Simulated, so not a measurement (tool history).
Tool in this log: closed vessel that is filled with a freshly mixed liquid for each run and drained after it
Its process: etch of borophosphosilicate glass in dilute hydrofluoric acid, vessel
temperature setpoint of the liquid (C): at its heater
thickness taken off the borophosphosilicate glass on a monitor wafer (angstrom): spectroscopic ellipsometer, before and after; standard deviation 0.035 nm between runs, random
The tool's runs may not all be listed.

| run | hour | temperature setpoint of the liquid (C) | parts of water to one part of 49 % hydrofluoric acid (parts by volume) | time in the liquid (s) | thickness taken off the borophosphosilicate glass on a monitor wafer (angstrom) |
|---|---|---|---|---|---|
| 1 | 0 | 23 | 180 | 30 | 71.664 |
| 2 | 0.8 | 23 | 235 | 30 | 51.873 |
| 3 | 7.9 | 23 | 180 | 30 | 70.931 |
| 4 | 14.8 | 21 | 180 | 30 | 66.046 |
| 5 | 19.6 | 22.5 | 180 | 30 | 69.374 |
| 6 | 26.7 | 23.5 | 180 | 30 | 73.298 |

Run 7, settings as shown, results not yet in. Your forecast:
| 7 | 35.7 | 24 | 180 | 30 | ? |

{"run 7": {"thickness taken off the borophosphosilicate glass on a monitor wafer (angstrom)": 74.275}}
